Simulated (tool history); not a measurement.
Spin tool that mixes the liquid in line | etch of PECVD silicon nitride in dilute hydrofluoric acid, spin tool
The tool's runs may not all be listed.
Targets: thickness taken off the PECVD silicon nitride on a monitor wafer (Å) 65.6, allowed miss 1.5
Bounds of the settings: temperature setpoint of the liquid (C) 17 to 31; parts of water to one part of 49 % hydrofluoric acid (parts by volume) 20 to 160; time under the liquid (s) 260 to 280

run,day,temperature setpoint of the liquid (C),parts of water to one part of 49 % hydrofluoric acid (parts by volume),time under the liquid (s),thickness taken off the PECVD silicon nitride on a monitor wafer (Å)
1,0,23,90,260,77.785
2,0.271,22.5,90,260,76.405
3,0.621,22.5,90,280,81.322
4,0.871,22.5,90,260,75.496
5,1.138,22,90,260,73.545
6,1.475,22,90,260,73.499
7,1.762,21.5,90,260,70.206
8,2.075,21,90,260,68.301

4 next moves are on the table. One of them brings every result within its allowed miss. Which?
A,2.388,20.5,95,270,?
B,2.388,17.5,75,275,?
C,2.388,20,95,265,?
D,2.388,19,90,270,?

move,thickness taken off the PECVD silicon nitride on a monitor wafer (Å)
A,64.873
B,67.617
C,61.54
D,61.716
A: meets every target
B: nearer than the last run, and not there yet
C: takes the result that was furthest off past its target
D: takes the result that was furthest off past its target
The right move is A.

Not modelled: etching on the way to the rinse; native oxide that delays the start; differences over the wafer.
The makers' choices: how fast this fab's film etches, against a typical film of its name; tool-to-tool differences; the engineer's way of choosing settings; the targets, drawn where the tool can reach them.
